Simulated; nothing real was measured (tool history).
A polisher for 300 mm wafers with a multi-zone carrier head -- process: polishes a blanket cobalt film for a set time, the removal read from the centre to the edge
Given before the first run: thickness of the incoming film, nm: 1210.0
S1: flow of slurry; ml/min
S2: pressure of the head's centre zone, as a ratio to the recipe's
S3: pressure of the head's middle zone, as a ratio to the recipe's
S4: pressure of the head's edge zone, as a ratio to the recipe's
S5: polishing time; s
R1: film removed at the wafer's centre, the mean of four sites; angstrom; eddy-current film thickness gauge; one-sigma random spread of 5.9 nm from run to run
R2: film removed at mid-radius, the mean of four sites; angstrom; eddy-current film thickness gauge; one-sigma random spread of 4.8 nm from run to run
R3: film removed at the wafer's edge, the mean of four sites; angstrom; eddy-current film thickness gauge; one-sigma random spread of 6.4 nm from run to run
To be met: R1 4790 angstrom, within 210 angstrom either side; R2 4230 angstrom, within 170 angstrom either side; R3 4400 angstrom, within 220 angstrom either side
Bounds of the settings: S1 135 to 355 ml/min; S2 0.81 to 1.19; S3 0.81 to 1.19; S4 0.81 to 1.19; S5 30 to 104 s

| run | day | S1 | S2 | S3 | S4 | S5 | R1 | R2 | R3 |
|---|---|---|---|---|---|---|---|---|---|
| 1 | 0 | 225 | 1 | 1 | 1 | 67 | 3154.8 | 3176.2 | 3007.1 |
| 2 | 0.267 | 230 | 1.02 | 0.99 | 1.03 | 71 | 3336.8 | 3339.7 | 3238.6 |
| 3 | 0.429 | 210 | 1.02 | 0.99 | 1.03 | 71 | 3298.7 | 3391.6 | 3168.2 |
| 4 | 0.529 | 235 | 1.04 | 0.99 | 1.04 | 74 | 3573.7 | 3515.9 | 3380 |
| 5 | 0.646 | 250 | 1.06 | 0.98 | 1.05 | 77 | 3784.2 | 3574.4 | 3619 |
| 6 | 0.717 | 250 | 0.99 | 0.98 | 1.05 | 77 | 3578.8 | 3621.8 | 3577.7 |
| 7 | 1.025 | 260 | 1.02 | 0.98 | 1.06 | 79 | 3810.8 | 3736 | 3685.4 |
| 8 | 1.308 | 265 | 1.04 | 0.98 | 1.07 | 81 | 3928.2 | 3901.4 | 3821.7 |
| 9 | 1.375 | 265 | 1.04 | 0.98 | 1.07 | 81 | 3889.4 | 3848.6 | 3799.8 |

4 next moves are on the table. One of them brings every result within its allowed miss. Which?
| A | 1.442 | 295 | 1.03 | 0.96 | 1.13 | 87 | ? | ? | ? |
| B | 1.442 | 300 | 1.07 | 0.9 | 1.04 | 94 | ? | ? | ? |
| C | 1.442 | 280 | 0.88 | 0.89 | 1.18 | 90 | ? | ? | ? |
| D | 1.442 | 260 | 1.12 | 1.08 | 0.89 | 94 | ? | ? | ? |

| move | R1 | R2 | R3 |
|---|---|---|---|
| A | 4271.8 | 4099.3 | 4201.3 |
| B | 4802.5 | 4203.2 | 4368.1 |
| C | 3747.8 | 3963.9 | 4428.8 |
| D | 4955.9 | 4830.8 | 4012.1 |
A: closes in on the targets versus the last run, not all within tolerance yet
B: hits every target within its allowed miss
C: moves away from the targets compared with the last run
D: brings the last run's worst result on target, with another outside its allowed miss
Move B is the one to make.
